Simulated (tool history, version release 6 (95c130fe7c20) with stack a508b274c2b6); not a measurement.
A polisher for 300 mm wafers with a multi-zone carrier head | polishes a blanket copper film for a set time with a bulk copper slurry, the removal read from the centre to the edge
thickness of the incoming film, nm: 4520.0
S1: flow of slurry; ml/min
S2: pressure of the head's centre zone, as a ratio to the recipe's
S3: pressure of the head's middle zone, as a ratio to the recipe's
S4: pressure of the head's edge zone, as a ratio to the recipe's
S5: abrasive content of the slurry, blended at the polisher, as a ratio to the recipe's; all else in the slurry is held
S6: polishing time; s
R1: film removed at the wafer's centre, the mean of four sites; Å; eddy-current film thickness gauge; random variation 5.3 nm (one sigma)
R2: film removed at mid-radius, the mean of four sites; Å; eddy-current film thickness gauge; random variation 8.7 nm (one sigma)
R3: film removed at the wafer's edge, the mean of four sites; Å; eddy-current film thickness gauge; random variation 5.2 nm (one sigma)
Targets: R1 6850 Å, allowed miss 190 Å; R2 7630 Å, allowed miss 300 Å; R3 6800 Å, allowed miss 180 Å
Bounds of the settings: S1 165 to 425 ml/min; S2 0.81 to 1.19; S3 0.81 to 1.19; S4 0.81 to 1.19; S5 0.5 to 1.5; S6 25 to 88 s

run,hour,S1,S2,S3,S4,S5,S6,R1,R2,R3
1,0,275,1,1,1,1,56,6238.8,6066.1,6260.8
2,3.4,280,1,1.02,1.01,1,56,6143.4,6320.2,6334.4
3,11.4,285,1.01,1.03,1.01,1,56,6122.2,6515.2,6364.9
4,14.6,290,1.02,1.03,1.01,1,56,6194.6,6443.5,6339.9
5,23.6,295,1.03,1.04,1.01,1,56,6377.6,6498.2,6318.9
6,28.1,295,1.03,1.04,1.01,1,67,7630.4,7826.2,7588.6
7,29.4,290,1.02,1.04,0.99,1,67,7545.4,7817.3,7551
8,32.1,290,1.01,1.04,0.97,1,67,7513.5,7570.9,7507.7
9,32.8,250,0.96,1.14,0.87,0.8,66,6467.8,7532.9,6365.4
10,33.7,255,0.96,1.14,0.88,0.8,66,6535,7601.7,6541.8
11,41,260,0.96,1.14,0.88,0.8,66,6528.7,7489.7,6385.4
12,46.1,260,0.96,1.14,0.89,0.8,66,6489.7,7611,6527.3
13,50,265,0.96,1.14,0.89,0.8,66,6525.6,7576.8,6612.2
14,52.5,270,0.96,1.14,0.89,0.8,66,6600.5,7670.6,6545.1
15,58.8,275,0.96,1.14,0.89,0.8,66,6618.9,7482.5,6411.7
16,63,275,0.96,1.14,0.9,0.8,66,6609.8,7550.1,6563.1

5 next moves are on the table. One of them brings every result within its allowed miss. Which?
A,67.2,230,0.96,1.18,0.95,1,62,?,?,?
B,67.2,325,0.94,1.07,0.88,0.9,66,?,?,?
C,67.2,250,0.94,1.11,1,0.85,64,?,?,?
D,67.2,305,1.01,1.05,0.93,1.15,58,?,?,?
E,67.2,235,1,1.18,0.94,0.75,64,?,?,?

move,R1,R2,R3
A,6470.3,7674.8,6661.7
B,6878.4,7588,6856.7
C,6347.6,7245.8,6781.1
D,6787,6998.2,6605.2
E,6331.2,7287.3,6290.1
A: brings the result that was furthest off to its target, and leaves another outside
B: meets every target
C: brings the result that was furthest off to its target, and leaves another outside
D: further off than the last run
E: further off than the last run
The right move is B.
